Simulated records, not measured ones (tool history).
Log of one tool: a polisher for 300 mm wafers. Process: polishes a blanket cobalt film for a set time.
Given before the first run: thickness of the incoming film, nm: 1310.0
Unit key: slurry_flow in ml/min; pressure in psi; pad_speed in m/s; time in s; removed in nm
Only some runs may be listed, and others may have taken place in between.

run,hour,slurry_flow,pressure,pad_speed,time,removed
1,0.0,130,2.4,0.98,75,476.08
2,2.1,135,2.6,0.98,75,499.46
3,3.6,135,2.2,0.98,75,457.87
4,11.6,140,2.5,1.00,75,495.07
5,17.4,140,2.3,1.00,75,477.93
6,22.7,140,2.3,1.12,75,515.78
7,25.4,140,2.3,1.12,75,533.18

Forecast run 8:
8,31.8,140,2.5,1.12,75,?

removed: 548.93 nm
